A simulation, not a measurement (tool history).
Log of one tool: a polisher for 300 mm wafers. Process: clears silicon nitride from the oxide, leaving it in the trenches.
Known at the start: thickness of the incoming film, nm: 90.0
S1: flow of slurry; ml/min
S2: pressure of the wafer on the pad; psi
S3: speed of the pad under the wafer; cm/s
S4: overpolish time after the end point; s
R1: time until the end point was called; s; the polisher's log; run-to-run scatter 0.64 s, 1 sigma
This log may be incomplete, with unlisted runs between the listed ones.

run	hour	S1	S2	S3	S4	R1
1	0.0	150	2.9	130	20	87.678
2	3.5	150	2.3	130	20	106.790
3	10.2	150	2.9	130	20	87.045
4	13.4	150	2.9	144	20	82.033
5	18.2	155	3.2	146	20	72.508
6	18.8	155	3.4	146	20	68.323
7	20.7	155	3.5	146	20	66.222
8	25.0	155	3.6	146	20	65.337

The next listed run, before its measurement:
9	31.9	160	3.7	146	20	?

R1: 62.701 s
